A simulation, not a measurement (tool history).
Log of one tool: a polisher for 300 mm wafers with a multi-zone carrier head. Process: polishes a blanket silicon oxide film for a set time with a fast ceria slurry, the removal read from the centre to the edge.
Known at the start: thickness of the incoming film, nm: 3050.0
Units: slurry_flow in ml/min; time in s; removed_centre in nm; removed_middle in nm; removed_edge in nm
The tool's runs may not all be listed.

run  hour  slurry_flow  centre_zone  middle_zone  edge_zone  time  removed_centre  removed_middle  removed_edge
  1   0.0          290         1.00         1.00       1.00    44          446.66          458.70        469.38
  2   7.2          295         1.01         0.99       0.96    38          388.74          397.70        399.43
  3  12.1          295         1.02         0.97       0.93    34          347.66          349.66        349.17
  4  16.5          320         1.02         0.97       0.93    34          354.49          350.73        353.05
  5  22.0          325         1.02         0.96       0.91    32          337.53          334.52        325.51
  6  23.2          350         1.02         0.96       0.91    32          332.05          327.76        339.52
  7  25.1          335         1.01         0.93       0.88    31          321.23          306.12        325.38
     33.7  -- edge zone pressure recalibrated
  8  33.7          330         1.01         0.93       0.86    29          297.04          294.50        287.59
  9  34.5          315         1.00         0.91       0.85    29          297.68          287.31        280.36
 10  37.0          290         0.93         0.84       0.83    27          253.33          251.93        257.91
 11  43.2          295         0.95         0.85       0.83    27          261.24          254.05        260.06

The next listed run, before its measurement:
 12  47.9          295         0.96         0.86       0.83    27               ?               ?             ?

Run 12 gave removed_centre 260.93 nm, removed_middle 250.45 nm, removed_edge 253.09 nm.

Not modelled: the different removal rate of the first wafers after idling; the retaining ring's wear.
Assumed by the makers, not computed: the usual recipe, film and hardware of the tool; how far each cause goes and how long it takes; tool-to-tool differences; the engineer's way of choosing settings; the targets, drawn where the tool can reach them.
